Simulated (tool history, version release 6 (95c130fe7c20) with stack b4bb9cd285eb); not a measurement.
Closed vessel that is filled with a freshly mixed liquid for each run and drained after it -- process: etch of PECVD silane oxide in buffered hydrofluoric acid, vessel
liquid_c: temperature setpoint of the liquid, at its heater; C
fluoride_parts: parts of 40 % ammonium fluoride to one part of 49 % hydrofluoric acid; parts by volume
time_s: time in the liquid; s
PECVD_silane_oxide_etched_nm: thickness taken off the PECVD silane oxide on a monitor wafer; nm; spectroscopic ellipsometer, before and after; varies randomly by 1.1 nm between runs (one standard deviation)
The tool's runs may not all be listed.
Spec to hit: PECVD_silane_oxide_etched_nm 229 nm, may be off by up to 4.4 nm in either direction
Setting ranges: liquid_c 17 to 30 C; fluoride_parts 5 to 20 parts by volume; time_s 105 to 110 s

Run 1, hour 0: liquid_c 22 C, fluoride_parts 12 parts by volume, time_s 105 s. Result: PECVD_silane_oxide_etched_nm 135.01 nm.
Run 2, hour 1.1: liquid_c 23.5 C, fluoride_parts 12 parts by volume, time_s 105 s. Result: PECVD_silane_oxide_etched_nm 145.85 nm.
Run 3, hour 10.3: liquid_c 23.5 C, fluoride_parts 9.5 parts by volume, time_s 105 s. Result: PECVD_silane_oxide_etched_nm 180.21 nm.
Run 4, hour 15.6: liquid_c 24.5 C, fluoride_parts 9.5 parts by volume, time_s 105 s. Result: PECVD_silane_oxide_etched_nm 190.63 nm.
Run 5, hour 23.3: liquid_c 24.5 C, fluoride_parts 9.5 parts by volume, time_s 105 s. Result: PECVD_silane_oxide_etched_nm 190.48 nm.
Run 6, hour 27.4: liquid_c 24.5 C, fluoride_parts 7 parts by volume, time_s 105 s. Result: PECVD_silane_oxide_etched_nm 258.56 nm.
Run 7, hour 30.7: liquid_c 24 C, fluoride_parts 7 parts by volume, time_s 105 s. Result: PECVD_silane_oxide_etched_nm 254.18 nm.
Run 8, hour 31.7: liquid_c 23.5 C, fluoride_parts 7 parts by volume, time_s 105 s. Result: PECVD_silane_oxide_etched_nm 246.46 nm.
Run 9, hour 37.5: liquid_c 23 C, fluoride_parts 7 parts by volume, time_s 105 s. Result: PECVD_silane_oxide_etched_nm 239.46 nm.

Which one of the following 5 next-run settings gets every result inside its allowed miss? There is exactly one.
Run A, hour 43.3: liquid_c 24 C, fluoride_parts 8 parts by volume, time_s 110 s. Result: PECVD_silane_oxide_etched_nm ?.
Run B, hour 43.3: liquid_c 21.5 C, fluoride_parts 7 parts by volume, time_s 105 s. Result: PECVD_silane_oxide_etched_nm ?.
Run C, hour 43.3: liquid_c 22 C, fluoride_parts 7.5 parts by volume, time_s 110 s. Result: PECVD_silane_oxide_etched_nm ?.
Run D, hour 43.3: liquid_c 21.5 C, fluoride_parts 6.5 parts by volume, time_s 110 s. Result: PECVD_silane_oxide_etched_nm ?.
Run E, hour 43.3: liquid_c 23 C, fluoride_parts 7.5 parts by volume, time_s 105 s. Result: PECVD_silane_oxide_etched_nm ?.

move  PECVD_silane_oxide_etched_nm
   A                         229.7
   B                         220.8
   C                        220.73
   D                        246.69
   E                        222.61
A: every result within its allowed miss
B: pushes the last run's worst result past its target
C: pushes the last run's worst result past its target
D: further off than the last run
E: pushes the last run's worst result past its target
Answer: A
